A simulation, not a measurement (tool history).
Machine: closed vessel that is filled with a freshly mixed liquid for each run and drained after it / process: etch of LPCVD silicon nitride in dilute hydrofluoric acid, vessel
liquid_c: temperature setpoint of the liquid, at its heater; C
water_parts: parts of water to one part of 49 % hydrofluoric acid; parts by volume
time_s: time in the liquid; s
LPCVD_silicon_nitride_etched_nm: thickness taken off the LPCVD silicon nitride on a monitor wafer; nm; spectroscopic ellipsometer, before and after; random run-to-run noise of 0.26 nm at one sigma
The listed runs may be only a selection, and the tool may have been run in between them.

| run | hour | liquid_c | water_parts | time_s | LPCVD_silicon_nitride_etched_nm |
|---|---|---|---|---|---|
| 1 | 0.0 | 24.0 | 200 | 3095 | 9.4113 |
| 2 | 2.8 | 22.5 | 200 | 3095 | 8.5545 |
| 3 | 6.6 | 20.5 | 200 | 3095 | 7.5778 |
| 4 | 12.3 | 20.5 | 240 | 3095 | 6.2735 |
| 5 | 21.7 | 19.0 | 240 | 3095 | 5.7341 |
| 6 | 25.3 | 20.5 | 215 | 3125 | 7.0959 |
| 7 | 31.0 | 22.0 | 190 | 3150 | 8.8288 |
| 8 | 32.8 | 23.5 | 170 | 3170 | 10.9510 |
| 9 | 37.7 | 27.5 | 90 | 3280 | 27.5070 |
| 10 | 47.0 | 28.0 | 90 | 3280 | 28.3440 |
| 11 | 53.2 | 28.5 | 90 | 3280 | 29.3030 |
| 12 | 56.9 | 29.0 | 90 | 3280 | 30.6750 |
| 13 | 63.9 | 29.5 | 90 | 3280 | 31.6380 |
| 14 | 72.3 | 30.0 | 90 | 3280 | 32.5360 |
| 15 | 76.1 | 30.5 | 90 | 3280 | 33.3560 |
| 16 | 85.1 | 32.0 | 75 | 3280 | 44.7280 |

Estimate the outcome of run 17 from the log above:
| 17 | 91.5 | 32.0 | 75 | 3280 | ? |

LPCVD_silicon_nitride_etched_nm: 44.0400 nm

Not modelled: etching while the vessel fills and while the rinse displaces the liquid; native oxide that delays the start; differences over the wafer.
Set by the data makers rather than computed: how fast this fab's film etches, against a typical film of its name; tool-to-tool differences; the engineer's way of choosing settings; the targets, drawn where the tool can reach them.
